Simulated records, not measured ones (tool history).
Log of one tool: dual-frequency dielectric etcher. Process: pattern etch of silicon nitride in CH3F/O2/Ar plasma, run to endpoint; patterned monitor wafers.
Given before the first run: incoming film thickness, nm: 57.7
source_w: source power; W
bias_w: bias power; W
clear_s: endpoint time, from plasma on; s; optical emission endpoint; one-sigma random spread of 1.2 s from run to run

Run 1, hour 0: source_w 280 W, bias_w 53 W. Result: clear_s 121.43 s.
Run 2, hour 4.1: source_w 260 W, bias_w 49 W. Result: clear_s 130.39 s.
Run 3, hour 5.4: source_w 300 W, bias_w 49 W. Result: clear_s 119.54 s.
Run 4, hour 13.4: source_w 270 W, bias_w 48 W. Result: clear_s 130.18 s.
Run 5, hour 16.1: source_w 250 W, bias_w 47 W. Result: clear_s 136.17 s.
Run 6, hour 25: source_w 270 W, bias_w 47 W. Result: clear_s 128.47 s.
Run 7, hour 28.8: source_w 250 W, bias_w 46 W. Result: clear_s 135.94 s.
Run 8, hour 37.7: source_w 240 W, bias_w 45 W. Result: clear_s 141.61 s.

Estimate the outcome of run 9 from the log above:
Run 9, hour 46: source_w 230 W, bias_w 45 W. Result: clear_s ?.

clear_s: 145.22 s
